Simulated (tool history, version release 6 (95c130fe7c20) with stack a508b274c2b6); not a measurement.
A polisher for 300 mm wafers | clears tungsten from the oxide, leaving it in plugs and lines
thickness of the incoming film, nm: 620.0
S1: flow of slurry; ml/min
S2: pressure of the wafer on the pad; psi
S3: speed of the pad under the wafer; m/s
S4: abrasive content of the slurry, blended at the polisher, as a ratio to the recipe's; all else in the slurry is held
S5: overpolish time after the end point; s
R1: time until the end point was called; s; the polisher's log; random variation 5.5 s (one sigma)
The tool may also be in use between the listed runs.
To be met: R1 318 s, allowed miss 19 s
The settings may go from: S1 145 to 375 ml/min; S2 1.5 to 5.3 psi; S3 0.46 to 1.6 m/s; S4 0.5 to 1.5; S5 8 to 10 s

run,day,S1,S2,S3,S4,S5,R1
1,0,240,3.4,1.02,1,10,156.64
2,0.204,240,3.1,1,1,10,175.14
3,0.508,240,2.9,0.98,1,10,194.99
4,0.758,240,2.7,0.98,1,10,200.21
5,0.792,240,3.1,0.98,1,10,181.57
6,1.004,205,3.1,0.98,1,10,190.95
7,1.075,200,2.9,0.98,1,10,200.12
8,1.4,200,2.7,0.98,1,10,210.1
9,1.529,200,2.5,0.96,1,10,235.05
10,1.738,200,2.5,0.96,1,10,239.92
# day 1.817: slurry tank refilled with fresh slurry and peroxide
11,1.817,195,2.4,0.96,1,10,192.88
12,2.012,195,2.4,0.9,1,10,209
13,2.221,190,2.3,0.96,0.95,10,203.75
14,2.529,190,2.2,0.9,0.95,10,224.54
15,2.842,190,2.1,0.84,0.95,10,253.27
16,3.179,190,1.5,0.8,0.95,10,359.07
17,3.375,190,1.5,0.8,0.95,10,354.25
18,3.588,185,1.5,0.8,0.95,10,355.56
19,3.629,185,1.9,0.82,0.95,10,288.17

Which of these 5 next moves meets every target?
A,3.671,145,1.9,0.92,0.85,8,?
B,3.671,155,2.8,0.6,0.9,10,?
C,3.671,145,2.5,0.5,0.85,8,?
D,3.671,165,2,0.84,0.9,10,?
E,3.671,150,1.8,0.82,0.85,9,?

move,R1
A,274.28
B,278.48
C,377.97
D,275.01
E,320.18
A: further off than the last run
B: further off than the last run
C: takes the result that was furthest off past its target
D: further off than the last run
E: meets every target
Move E is the one to make.
